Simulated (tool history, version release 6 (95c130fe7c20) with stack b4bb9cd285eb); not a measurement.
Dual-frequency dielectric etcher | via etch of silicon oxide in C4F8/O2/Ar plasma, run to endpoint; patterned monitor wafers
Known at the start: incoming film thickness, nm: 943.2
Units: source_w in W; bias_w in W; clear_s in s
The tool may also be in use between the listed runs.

{"run": 1, "day": 0.0, "source_w": 1890, "bias_w": 2815, "clear_s": 170.18}
{"run": 2, "day": 0.125, "source_w": 1810, "bias_w": 2786, "clear_s": 172.23}
{"run": 3, "day": 0.475, "source_w": 1810, "bias_w": 3086, "clear_s": 165.78}
{"run": 4, "day": 0.646, "source_w": 1650, "bias_w": 3086, "clear_s": 169.76}
{"run": 5, "day": 0.846, "source_w": 1980, "bias_w": 3086, "clear_s": 162.69}
{"run": 6, "day": 1.129, "source_w": 1800, "bias_w": 3086, "clear_s": 165.94}
{"run": 7, "day": 1.462, "source_w": 1710, "bias_w": 2993, "clear_s": 171.8}
{"run": 8, "day": 1.825, "source_w": 1630, "bias_w": 2961, "clear_s": 173.32}
{"run": 9, "day": 1.862, "source_w": 1560, "bias_w": 2904, "clear_s": 176.52}
{"run": 10, "day": 1.946, "source_w": 1500, "bias_w": 2862, "clear_s": 180.42}

Run 11 comes next. What will it give?
{"run": 11, "day": 2.008, "source_w": 1460, "bias_w": 2845, "clear_s": "?"}

{"run 11": {"clear_s": 181.84}}
